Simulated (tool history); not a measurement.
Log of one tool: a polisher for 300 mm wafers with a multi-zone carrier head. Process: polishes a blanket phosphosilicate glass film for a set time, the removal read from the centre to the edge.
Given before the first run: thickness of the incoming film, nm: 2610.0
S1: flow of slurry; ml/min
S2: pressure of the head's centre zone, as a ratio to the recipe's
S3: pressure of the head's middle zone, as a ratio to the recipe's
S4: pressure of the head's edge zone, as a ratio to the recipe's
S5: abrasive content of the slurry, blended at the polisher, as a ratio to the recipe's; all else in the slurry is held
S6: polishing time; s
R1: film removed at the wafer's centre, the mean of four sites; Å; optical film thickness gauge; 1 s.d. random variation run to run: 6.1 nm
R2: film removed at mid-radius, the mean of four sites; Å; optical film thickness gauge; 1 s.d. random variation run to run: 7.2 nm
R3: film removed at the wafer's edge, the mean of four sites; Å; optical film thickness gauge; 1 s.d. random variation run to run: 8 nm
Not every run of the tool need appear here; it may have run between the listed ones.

run,hour,S1,S2,S3,S4,S5,S6,R1,R2,R3
1,0.0,155,1.00,1.00,1.00,1.00,69,4533.2,4690.2,4563.5
2,8.5,160,1.01,0.99,1.03,1.05,69,4662.8,4717.1,4748.1
3,14.1,165,1.02,0.99,1.05,1.10,69,4944.6,4970.0,4962.1
4,17.7,165,1.02,0.99,1.02,1.10,69,4978.3,4872.0,4919.1
5,21.5,165,1.02,0.99,0.95,1.10,69,4839.2,5062.2,4802.9
6,26.0,165,1.02,0.99,0.95,0.95,69,4509.8,4443.5,4352.8

Run 7 comes next. What will it give?
7,33.4,170,1.02,0.97,0.98,1.05,69,?,?,?

R1: 4861.8 Å
R2: 4829.6 Å
R3: 4703.9 Å

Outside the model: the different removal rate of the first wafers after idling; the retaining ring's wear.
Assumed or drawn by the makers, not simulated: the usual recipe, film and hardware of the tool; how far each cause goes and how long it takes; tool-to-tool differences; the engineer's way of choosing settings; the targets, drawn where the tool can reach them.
